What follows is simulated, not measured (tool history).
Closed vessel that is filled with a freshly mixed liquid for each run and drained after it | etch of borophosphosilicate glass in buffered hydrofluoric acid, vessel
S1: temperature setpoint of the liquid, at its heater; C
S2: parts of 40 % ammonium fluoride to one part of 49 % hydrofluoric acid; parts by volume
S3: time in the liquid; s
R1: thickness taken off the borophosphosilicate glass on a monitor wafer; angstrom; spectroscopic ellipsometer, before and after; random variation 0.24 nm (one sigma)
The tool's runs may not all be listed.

Run 1, hour 0.0: S1 21.0 C, S2 20.5 parts by volume, S3 30 s. Result: R1 329.22 angstrom.
Run 2, hour 1.7: S1 21.0 C, S2 20.5 parts by volume, S3 30 s. Result: R1 329.62 angstrom.
Run 3, hour 6.0: S1 21.0 C, S2 18.0 parts by volume, S3 30 s. Result: R1 378.28 angstrom.
Run 4, hour 7.9: S1 21.0 C, S2 18.0 parts by volume, S3 30 s. Result: R1 376.36 angstrom.
Run 5, hour 8.9: S1 20.5 C, S2 18.5 parts by volume, S3 30 s. Result: R1 347.16 angstrom.
Run 6, hour 10.1: S1 23.5 C, S2 18.5 parts by volume, S3 30 s. Result: R1 416.53 angstrom.
Run 7, hour 17.3: S1 23.0 C, S2 19.0 parts by volume, S3 30 s. Result: R1 391.51 angstrom.
Run 8, hour 18.8: S1 19.0 C, S2 21.5 parts by volume, S3 30 s. Result: R1 272.48 angstrom.

Run 9, settings as shown, results not yet in. Your forecast:
Run 9, hour 24.4: S1 19.0 C, S2 21.5 parts by volume, S3 30 s. Result: R1 ?.

{"run 9": {"R1": 278.75}}
